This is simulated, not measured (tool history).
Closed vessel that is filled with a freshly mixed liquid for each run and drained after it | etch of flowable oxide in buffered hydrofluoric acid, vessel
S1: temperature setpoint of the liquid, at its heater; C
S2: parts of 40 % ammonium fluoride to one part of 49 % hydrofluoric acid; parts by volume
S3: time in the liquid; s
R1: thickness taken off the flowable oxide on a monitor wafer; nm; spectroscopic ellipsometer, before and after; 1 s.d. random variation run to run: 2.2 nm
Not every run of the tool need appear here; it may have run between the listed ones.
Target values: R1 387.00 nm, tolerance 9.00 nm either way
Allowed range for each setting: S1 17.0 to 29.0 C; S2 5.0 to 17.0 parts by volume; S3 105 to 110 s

run	hour	S1	S2	S3	R1
1	0.0	21.0	10.5	105	226.30
2	1.0	22.0	10.5	105	241.34
3	3.1	23.0	10.5	105	254.38
4	10.6	24.0	10.5	105	264.91
5	18.0	24.5	10.5	105	275.01
6	25.0	21.5	10.5	105	236.84
7	28.6	22.5	10.0	105	258.76
8	30.8	23.5	10.0	105	273.81
9	36.2	27.5	9.5	105	349.65
10	38.9	28.5	9.5	105	370.73

Exactly one of the 5 candidate moves below puts every result within its allowed miss. Which one?
A	41.6	28.0	9.5	105	?
B	41.6	23.5	7.5	105	?
C	41.6	26.5	7.5	105	?
D	41.6	28.5	8.5	105	?
E	41.6	29.0	10.0	110	?

move	R1
A	359.20
B	355.28
C	417.89
D	405.98
E	384.17
A: the biggest miss grows against the last run
B: the biggest miss grows against the last run
C: takes the biggest miss from the last run beyond its target
D: takes the biggest miss from the last run beyond its target
E: hits every target within its allowed miss
E is the move that brings every result within its allowed miss.
